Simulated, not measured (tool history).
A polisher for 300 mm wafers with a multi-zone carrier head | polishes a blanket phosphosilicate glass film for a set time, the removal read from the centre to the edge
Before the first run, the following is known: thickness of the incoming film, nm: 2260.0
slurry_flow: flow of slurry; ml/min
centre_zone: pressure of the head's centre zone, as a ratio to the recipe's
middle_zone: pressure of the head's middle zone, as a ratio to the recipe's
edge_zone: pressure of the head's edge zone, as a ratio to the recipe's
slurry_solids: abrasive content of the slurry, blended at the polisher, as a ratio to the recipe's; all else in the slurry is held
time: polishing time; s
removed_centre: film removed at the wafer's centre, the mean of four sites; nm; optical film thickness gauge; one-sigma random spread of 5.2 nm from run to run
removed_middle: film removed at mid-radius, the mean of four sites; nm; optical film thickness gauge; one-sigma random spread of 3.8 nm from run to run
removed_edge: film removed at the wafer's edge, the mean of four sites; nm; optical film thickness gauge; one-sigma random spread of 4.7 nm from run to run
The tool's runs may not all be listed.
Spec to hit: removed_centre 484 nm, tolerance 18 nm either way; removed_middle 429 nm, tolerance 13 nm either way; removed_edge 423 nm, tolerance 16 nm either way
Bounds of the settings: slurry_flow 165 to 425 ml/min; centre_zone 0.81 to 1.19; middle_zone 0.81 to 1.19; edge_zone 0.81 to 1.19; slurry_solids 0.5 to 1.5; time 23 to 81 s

{"run": 1, "hour": 0.0, "slurry_flow": 275, "centre_zone": 1, "middle_zone": 1, "edge_zone": 1, "slurry_solids": 1, "time": 52, "removed_centre": 488, "removed_middle": 488.76, "removed_edge": 476.04}
{"run": 2, "hour": 4.8, "slurry_flow": 275, "centre_zone": 1.05, "middle_zone": 1, "edge_zone": 1, "slurry_solids": 1, "time": 52, "removed_centre": 507.89, "removed_middle": 484.01, "removed_edge": 480.25}
{"run": 3, "hour": 5.9, "slurry_flow": 270, "centre_zone": 1.05, "middle_zone": 0.98, "edge_zone": 0.96, "slurry_solids": 0.95, "time": 52, "removed_centre": 483.56, "removed_middle": 458.52, "removed_edge": 465.19}
{"run": 4, "hour": 9.1, "slurry_flow": 270, "centre_zone": 1.11, "middle_zone": 0.98, "edge_zone": 0.96, "slurry_solids": 0.95, "time": 52, "removed_centre": 515.57, "removed_middle": 474.06, "removed_edge": 462.95}
{"run": 5, "hour": 15.7, "slurry_flow": 270, "centre_zone": 1.12, "middle_zone": 0.97, "edge_zone": 0.93, "slurry_solids": 0.9, "time": 52, "removed_centre": 506.38, "removed_middle": 443.26, "removed_edge": 442.56}
{"run": 6, "hour": 22.6, "slurry_flow": 265, "centre_zone": 1.11, "middle_zone": 0.97, "edge_zone": 0.91, "slurry_solids": 0.9, "time": 52, "removed_centre": 500.3, "removed_middle": 456.32, "removed_edge": 432.25}
{"run": 7, "hour": 28.7, "slurry_flow": 260, "centre_zone": 1.11, "middle_zone": 0.96, "edge_zone": 0.91, "slurry_solids": 0.9, "time": 52, "removed_centre": 509.48, "removed_middle": 440.97, "removed_edge": 435.02}
{"run": 8, "hour": 29.6, "slurry_flow": 260, "centre_zone": 1.1, "middle_zone": 0.96, "edge_zone": 0.91, "slurry_solids": 0.9, "time": 52, "removed_centre": 490.87, "removed_middle": 446.68, "removed_edge": 433.47}

Next run, 5 choices. One meets every target within its allowed miss, the rest don't. Which?
{"run": "A", "hour": 30.5, "slurry_flow": 300, "centre_zone": 1, "middle_zone": 0.96, "edge_zone": 0.89, "slurry_solids": 0.8, "time": 53, "removed_centre": "?", "removed_middle": "?", "removed_edge": "?"}
{"run": "B", "hour": 30.5, "slurry_flow": 275, "centre_zone": 1.19, "middle_zone": 1.11, "edge_zone": 0.81, "slurry_solids": 0.9, "time": 49, "removed_centre": "?", "removed_middle": "?", "removed_edge": "?"}
{"run": "C", "hour": 30.5, "slurry_flow": 285, "centre_zone": 1.04, "middle_zone": 0.89, "edge_zone": 0.94, "slurry_solids": 0.8, "time": 56, "removed_centre": "?", "removed_middle": "?", "removed_edge": "?"}
{"run": "D", "hour": 30.5, "slurry_flow": 290, "centre_zone": 1.18, "middle_zone": 1.04, "edge_zone": 1.06, "slurry_solids": 0.75, "time": 51, "removed_centre": "?", "removed_middle": "?", "removed_edge": "?"}
{"run": "E", "hour": 30.5, "slurry_flow": 300, "centre_zone": 1.13, "middle_zone": 0.84, "edge_zone": 0.94, "slurry_solids": 1, "time": 49, "removed_centre": "?", "removed_middle": "?", "removed_edge": "?"}

move=A removed_centre=447.19 removed_middle=429.32 removed_edge=417.73
move=B removed_centre=515.16 removed_middle=468.76 removed_edge=390.53
move=C removed_centre=487.6 removed_middle=424.97 removed_edge=450.58
move=D removed_centre=486.47 removed_middle=423.22 removed_edge=418.71
move=E removed_centre=519.97 removed_middle=399.5 removed_edge=442.83
A: the worst result of the last run now meets its target, but another is out of spec
B: its largest miss is bigger than the last run's
C: the worst result of the last run now meets its target, but another is out of spec
D: in spec on every target
E: takes the biggest miss from the last run beyond its target
Move D is the one to make.
